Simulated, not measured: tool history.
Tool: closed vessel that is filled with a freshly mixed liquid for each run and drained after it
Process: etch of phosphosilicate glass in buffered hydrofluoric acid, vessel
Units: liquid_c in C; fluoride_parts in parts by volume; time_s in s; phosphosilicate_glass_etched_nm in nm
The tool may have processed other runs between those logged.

| run | hour | liquid_c | fluoride_parts | time_s | phosphosilicate_glass_etched_nm |
|---|---|---|---|---|---|
| 1 | 0 | 23 | 23 | 105 | 477.48 |
| 2 | 8.8 | 23 | 23 | 110 | 504.39 |
| 3 | 14.9 | 20 | 23 | 110 | 431.03 |
| 4 | 21.3 | 20 | 17 | 110 | 560.24 |
| 5 | 27.7 | 20 | 17 | 110 | 552.24 |
| 6 | 32.6 | 21 | 17 | 110 | 584.18 |
| 7 | 36.9 | 22 | 17 | 110 | 616.37 |
| 8 | 43.7 | 22.5 | 17 | 110 | 643.97 |

Forecast run 9:
| 9 | 52.4 | 22.5 | 17 | 110 | ? |

Run 9 produced phosphosilicate_glass_etched_nm 632.25 nm.
